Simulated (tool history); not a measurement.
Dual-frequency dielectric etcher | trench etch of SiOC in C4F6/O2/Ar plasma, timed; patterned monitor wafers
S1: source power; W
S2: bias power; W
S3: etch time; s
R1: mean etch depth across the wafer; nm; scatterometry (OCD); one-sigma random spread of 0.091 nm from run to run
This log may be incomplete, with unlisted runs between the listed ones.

run    day   S1   S2    S3      R1
  1  0.000  310  243  19.5  41.850
  2  0.329  310  217  19.5  40.493
  3  0.392  300  215  19.5  39.867
  4  0.683  300  215  20.0  40.740
  5  0.767  300  197  20.0  39.778
  6  0.854  300  197  20.0  39.750
  7  0.942  290  196  20.0  39.264

Estimate the outcome of run 8 from the log above:
  8  1.262  240  188  20.0   ?

For run 8 the tool returned R1 35.326 nm.
